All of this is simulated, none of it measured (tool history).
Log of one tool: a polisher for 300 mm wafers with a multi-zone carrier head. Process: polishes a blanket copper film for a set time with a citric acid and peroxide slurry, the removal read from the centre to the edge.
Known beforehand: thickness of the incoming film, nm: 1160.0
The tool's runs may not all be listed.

run  hour  flow of slurry (ml/min)  pressure of the head's centre zone  pressure of the head's middle zone  pressure of the head's edge zone  abrasive content of the slurry  polishing time (s)  film removed at the wafer's centre (Å)  film removed at mid-radius (Å)  film removed at the wafer's edge (Å)
  1     0                      320                                   1                                   1                                 1                               1                  32                                  490.93                          505.59                                497.31
  2   3.4                      280                                   1                                   1                                 1                               1                  32                                  481.41                          495.89                                496.31
  3   7.9                      315                                   1                                   1                                 1                               1                  32                                  490.06                          500.24                                488.68
  4  12.9                      315                                   1                                   1                                 1                               1                  37                                  566.54                           567.7                                582.61
  5  17.1                      280                                   1                                0.94                              1.03                            0.85                  30                                  435.07                          429.33                                 442.9
  6  25.6                      280                                   1                                0.94                              0.95                            0.85                  30                                   435.7                          429.99                                418.73
  7  31.9                      255                                1.01                                 0.9                              1.02                            0.75                  25                                  350.98                          322.89                                 361.9
  8  39.5                      255                                1.01                                 0.9                              1.02                            0.75                  25                                  349.15                          331.12                                 353.6
  9  46.4                      250                                1.01                                0.87                              1.03                             0.7                  23                                  314.51                          288.22                                319.84
 10  53.8                      250                                1.01                                0.87                              1.03                             0.7                  23                                  314.03                          280.23                                328.94
 11  55.3                      255                                   1                                0.86                              1.01                            0.65                  22                                  290.71                          265.43                                299.68
 12  61.1                      255                                0.99                                0.85                              1.01                             0.6                  22                                  282.07                           262.1                                296.29
 13  66.8                      255                                0.99                                0.84                              1.01                            0.55                  21                                  267.04                          238.22                                270.99
 14  68.2                      255                                0.99                                0.84                              1.01                            0.55                  21                                  267.93                           240.9                                281.62
 15  73.6                      255                                0.99                                0.84                              1.01                            0.55                  21                                  263.74                          240.56                                 275.1
 16  82.5                      255                                0.99                                0.83                              1.01                            0.55                  21                                  264.06                          232.23                                 275.1

Estimate the outcome of run 17 from the log above:
 17  87.9                      255                                0.99                                0.83                              1.01                            0.55                  21                                       ?                               ?                                     ?

{"run 17": {"film removed at the wafer's centre (Å)": 263.31, "film removed at mid-radius (Å)": 240.48, "film removed at the wafer's edge (Å)": 273.86}}
